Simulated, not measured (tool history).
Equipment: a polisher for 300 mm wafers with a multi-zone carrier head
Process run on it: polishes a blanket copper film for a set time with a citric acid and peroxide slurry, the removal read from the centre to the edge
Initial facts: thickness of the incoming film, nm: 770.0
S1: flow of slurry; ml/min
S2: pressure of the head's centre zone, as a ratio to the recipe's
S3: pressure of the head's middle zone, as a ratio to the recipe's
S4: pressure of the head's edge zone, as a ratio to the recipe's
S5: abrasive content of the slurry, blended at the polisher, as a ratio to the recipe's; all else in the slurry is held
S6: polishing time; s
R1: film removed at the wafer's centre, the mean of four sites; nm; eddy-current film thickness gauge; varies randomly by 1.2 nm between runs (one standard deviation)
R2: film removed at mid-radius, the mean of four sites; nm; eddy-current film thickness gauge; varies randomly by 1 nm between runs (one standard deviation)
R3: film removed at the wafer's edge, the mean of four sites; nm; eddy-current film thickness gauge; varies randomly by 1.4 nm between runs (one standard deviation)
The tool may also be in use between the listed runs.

{"run": 1, "day": 0.0, "S1": 245, "S2": 1, "S3": 1, "S4": 1, "S5": 1, "S6": 72, "R1": 117.71, "R2": 115.19, "R3": 121.68}
{"run": 2, "day": 0.067, "S1": 245, "S2": 1, "S3": 1, "S4": 1, "S5": 1, "S6": 57, "R1": 91.92, "R2": 90.888, "R3": 94.328}
{"run": 3, "day": 0.408, "S1": 210, "S2": 1, "S3": 1, "S4": 1, "S5": 1, "S6": 57, "R1": 92.854, "R2": 90.069, "R3": 94.192}
{"run": 4, "day": 0.575, "S1": 210, "S2": 1, "S3": 1.06, "S4": 1, "S5": 1, "S6": 57, "R1": 91.439, "R2": 93.453, "R3": 96.527}
{"run": 5, "day": 0.646, "S1": 220, "S2": 1.03, "S3": 1.09, "S4": 1.02, "S5": 1.1, "S6": 60, "R1": 100.67, "R2": 104.64, "R3": 103.28}
{"run": 6, "day": 0.75, "S1": 220, "S2": 1.03, "S3": 1.09, "S4": 1.02, "S5": 1.25, "S6": 60, "R1": 104.13, "R2": 107.74, "R3": 109.04}
{"run": 7, "day": 1.004, "S1": 220, "S2": 1.05, "S3": 1.1, "S4": 1.04, "S5": 1.3, "S6": 63, "R1": 110.87, "R2": 116.14, "R3": 115.67}
{"run": 8, "day": 1.088, "S1": 225, "S2": 1.07, "S3": 1.09, "S4": 1.06, "S5": 1.35, "S6": 65, "R1": 117.39, "R2": 120.32, "R3": 122.55}

Run 9 has not been measured yet. What should we expect?
{"run": 9, "day": 1.429, "S1": 295, "S2": 1.17, "S3": 1.16, "S4": 1.16, "S5": 1.5, "S6": 71, "R1": "?", "R2": "?", "R3": "?"}

Logged for run 9: R1 141 nm, R2 143.39 nm, R3 144.43 nm.
